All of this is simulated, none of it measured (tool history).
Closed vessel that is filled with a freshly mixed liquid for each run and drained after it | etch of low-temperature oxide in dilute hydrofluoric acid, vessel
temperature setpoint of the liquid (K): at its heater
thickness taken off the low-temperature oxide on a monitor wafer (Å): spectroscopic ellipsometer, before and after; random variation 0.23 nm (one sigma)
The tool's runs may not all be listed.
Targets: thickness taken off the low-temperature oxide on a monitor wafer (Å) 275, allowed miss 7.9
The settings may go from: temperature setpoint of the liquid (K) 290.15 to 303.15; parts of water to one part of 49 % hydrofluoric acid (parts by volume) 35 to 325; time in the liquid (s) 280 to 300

run	hour	temperature setpoint of the liquid (K)	parts of water to one part of 49 % hydrofluoric acid (parts by volume)	time in the liquid (s)	thickness taken off the low-temperature oxide on a monitor wafer (Å)
1	0	295.15	180	280	433.22
2	2.9	295.15	220	280	337.43
3	5.4	293.65	220	280	319.76
4	8.4	292.65	220	280	307.39
5	9.4	292.65	220	280	310.98
6	15.9	292.65	280	280	226.64
7	23.1	294.15	280	280	243.08
8	29.1	294.65	280	280	246.29

Which of these 4 next moves meets every target?
A	35.1	295.65	255	285	?
B	35.1	292.15	250	295	?
C	35.1	294.65	290	300	?
D	35.1	293.15	305	295	?

move	thickness taken off the low-temperature oxide on a monitor wafer (Å)
A	289.93
B	270.06
C	250.3
D	218.65
A: takes the result that was furthest off past its target
B: meets every target
C: nearer than the last run, and not there yet
D: further off than the last run
Answer: B
